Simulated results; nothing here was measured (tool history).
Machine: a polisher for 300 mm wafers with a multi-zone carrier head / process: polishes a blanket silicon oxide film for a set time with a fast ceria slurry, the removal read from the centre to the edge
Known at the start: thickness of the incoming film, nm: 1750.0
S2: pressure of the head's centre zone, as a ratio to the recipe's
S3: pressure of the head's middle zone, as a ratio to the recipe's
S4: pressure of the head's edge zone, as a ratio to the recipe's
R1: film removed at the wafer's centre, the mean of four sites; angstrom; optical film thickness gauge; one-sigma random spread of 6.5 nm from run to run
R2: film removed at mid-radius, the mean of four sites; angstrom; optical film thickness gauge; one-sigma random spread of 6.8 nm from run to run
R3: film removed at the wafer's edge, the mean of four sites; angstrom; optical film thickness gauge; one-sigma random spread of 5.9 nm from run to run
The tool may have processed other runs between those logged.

run 1 hour=0.0 | flow_of_slurry_(ml/min)=150 S2=1.00 S3=1.00 S4=1.00 polishing_time_(s)=43 | R1=6960.5 R2=6757.7 R3=6781.7
run 2 hour=1.1 | flow_of_slurry_(ml/min)=150 S2=1.00 S3=1.00 S4=1.00 polishing_time_(s)=37 | R1=6004.4 R2=5684.7 R3=5696.4
run 3 hour=9.0 | flow_of_slurry_(ml/min)=145 S2=1.00 S3=1.00 S4=0.98 polishing_time_(s)=37 | R1=5748.8 R2=5686.0 R3=5669.8
run 4 hour=17.8 | flow_of_slurry_(ml/min)=170 S2=1.00 S3=1.00 S4=0.98 polishing_time_(s)=37 | R1=5965.6 R2=5822.3 R3=5706.9
run 5 hour=26.0 | flow_of_slurry_(ml/min)=170 S2=1.01 S3=0.99 S4=0.96 polishing_time_(s)=37 | R1=6055.3 R2=5783.9 R3=5724.9
run 6 hour=29.9 | flow_of_slurry_(ml/min)=170 S2=1.01 S3=0.99 S4=0.96 polishing_time_(s)=45 | R1=7405.4 R2=7105.5 R3=6810.4
run 7 hour=32.3 | flow_of_slurry_(ml/min)=170 S2=1.01 S3=0.98 S4=0.94 polishing_time_(s)=43 | R1=7067.6 R2=6537.8 R3=6524.0
run 8 hour=37.4 | flow_of_slurry_(ml/min)=170 S2=1.01 S3=0.98 S4=0.93 polishing_time_(s)=41 | R1=6647.8 R2=6245.1 R3=6354.3

Expected results for the next run?
run 9 hour=38.1 | flow_of_slurry_(ml/min)=175 S2=1.02 S3=0.99 S4=0.93 polishing_time_(s)=39 | R1=? R2=? R3=?

R1: 6671.8 angstrom
R2: 6242.6 angstrom
R3: 6026.8 angstrom

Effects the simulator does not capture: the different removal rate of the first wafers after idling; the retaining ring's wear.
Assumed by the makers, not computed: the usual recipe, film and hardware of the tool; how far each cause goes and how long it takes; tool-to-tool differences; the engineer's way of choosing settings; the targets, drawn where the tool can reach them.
